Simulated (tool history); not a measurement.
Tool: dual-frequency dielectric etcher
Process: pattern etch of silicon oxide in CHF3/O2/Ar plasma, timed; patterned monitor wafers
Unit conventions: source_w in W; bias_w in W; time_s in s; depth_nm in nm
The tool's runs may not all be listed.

run 1 hour=0 | source_w=760 bias_w=200 time_s=309 | depth_nm=727.68
run 2 hour=4.5 | source_w=730 bias_w=197 time_s=308.5 | depth_nm=714.72
run 3 hour=7.2 | source_w=730 bias_w=197 time_s=283.5 | depth_nm=658.8
run 4 hour=9.7 | source_w=730 bias_w=197 time_s=283.5 | depth_nm=656.49
-- hour=16.3 wet clean of the chamber
run 5 hour=16.3 | source_w=730 bias_w=218 time_s=283.5 | depth_nm=644.78
run 6 hour=18.6 | source_w=730 bias_w=250 time_s=283.5 | depth_nm=678.64
run 7 hour=27.2 | source_w=710 bias_w=249 time_s=283.5 | depth_nm=661.06

Run 8 comes next. What will it give?
run 8 hour=34.5 | source_w=700 bias_w=249 time_s=283.5 | depth_nm=?

{"run 8": {"depth_nm": 662.8}}

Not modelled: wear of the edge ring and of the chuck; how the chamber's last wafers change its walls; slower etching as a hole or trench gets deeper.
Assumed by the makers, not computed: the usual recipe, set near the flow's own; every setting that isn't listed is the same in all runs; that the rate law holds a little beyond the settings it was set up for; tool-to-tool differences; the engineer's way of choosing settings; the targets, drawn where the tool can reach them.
